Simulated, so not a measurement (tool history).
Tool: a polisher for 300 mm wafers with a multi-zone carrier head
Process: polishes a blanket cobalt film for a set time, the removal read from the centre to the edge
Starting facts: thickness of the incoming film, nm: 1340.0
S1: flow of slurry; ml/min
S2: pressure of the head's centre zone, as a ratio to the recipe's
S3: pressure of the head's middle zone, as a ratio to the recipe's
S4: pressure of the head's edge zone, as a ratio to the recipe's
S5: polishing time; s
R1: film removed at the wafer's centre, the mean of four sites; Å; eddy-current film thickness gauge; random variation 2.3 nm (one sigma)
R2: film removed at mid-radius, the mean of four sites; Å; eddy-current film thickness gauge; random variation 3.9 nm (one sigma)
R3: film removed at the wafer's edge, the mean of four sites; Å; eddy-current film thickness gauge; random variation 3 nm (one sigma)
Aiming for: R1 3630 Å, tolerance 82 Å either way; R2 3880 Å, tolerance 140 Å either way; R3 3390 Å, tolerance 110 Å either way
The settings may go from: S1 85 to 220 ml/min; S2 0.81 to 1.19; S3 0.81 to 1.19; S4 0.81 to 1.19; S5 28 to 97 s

Run 1, hour 0: S1 140 ml/min, S2 1, S3 1, S4 1, S5 62 s. Result: R1 2611.2 Å, R2 2662.7 Å, R3 2605.4 Å.
Run 2, hour 6.8: S1 140 ml/min, S2 1, S3 1, S4 1, S5 48 s. Result: R1 2034.8 Å, R2 2040.7 Å, R3 2017.9 Å.
Run 3, hour 9.2: S1 150 ml/min, S2 1.02, S3 1.03, S4 1.02, S5 52 s. Result: R1 2238 Å, R2 2301.2 Å, R3 2212.5 Å.
Run 4, hour 13.5: S1 150 ml/min, S2 1.02, S3 1.07, S4 1.02, S5 52 s. Result: R1 2232.4 Å, R2 2367.6 Å, R3 2194.7 Å.
Run 5, hour 17.8: S1 160 ml/min, S2 1.04, S3 1.09, S4 1.04, S5 55 s. Result: R1 2450.4 Å, R2 2563.5 Å, R3 2404.2 Å.
Run 6, hour 20.2: S1 160 ml/min, S2 1.04, S3 1.09, S4 1.08, S5 55 s. Result: R1 2434.8 Å, R2 2585 Å, R3 2432.5 Å.
Run 7, hour 26.8: S1 170 ml/min, S2 1.05, S3 1.11, S4 1.08, S5 58 s. Result: R1 2617.4 Å, R2 2791.8 Å, R3 2558.2 Å.
Run 8, hour 33.4: S1 170 ml/min, S2 1.05, S3 1.11, S4 1.08, S5 58 s. Result: R1 2605.4 Å, R2 2760.6 Å, R3 2631.1 Å.
Run 9, hour 35.2: S1 170 ml/min, S2 1.06, S3 1.12, S4 1.06, S5 61 s. Result: R1 2776.3 Å, R2 2898.7 Å, R3 2673.2 Å.

Next run, 4 choices. One meets every target within its allowed miss, the rest don't. Which?
Run A, hour 37: S1 190 ml/min, S2 1.04, S3 1.04, S4 1.16, S5 73 s. Result: R1 ?, R2 ?, R3 ?.
Run B, hour 37: S1 170 ml/min, S2 1.1, S3 1.18, S4 1.03, S5 78 s. Result: R1 ?, R2 ?, R3 ?.
Run C, hour 37: S1 150 ml/min, S2 1.17, S3 1.19, S4 0.96, S5 78 s. Result: R1 ?, R2 ?, R3 ?.
Run D, hour 37: S1 190 ml/min, S2 1.14, S3 1.19, S4 0.92, S5 76 s. Result: R1 ?, R2 ?, R3 ?.

move      R1      R2      R3
   A  3341.1  3413.8  3412.8
   B    3621  3936.1  3388.7
   C  3669.3  3882.5  3228.7
   D    3668  3922.5  3165.6
A: moves toward the targets from the last run without getting all of them in spec
B: meets every target
C: corrects the largest miss of the last run, while another result sits out of spec
D: corrects the largest miss of the last run, while another result sits out of spec
Go with B: it meets all targets.

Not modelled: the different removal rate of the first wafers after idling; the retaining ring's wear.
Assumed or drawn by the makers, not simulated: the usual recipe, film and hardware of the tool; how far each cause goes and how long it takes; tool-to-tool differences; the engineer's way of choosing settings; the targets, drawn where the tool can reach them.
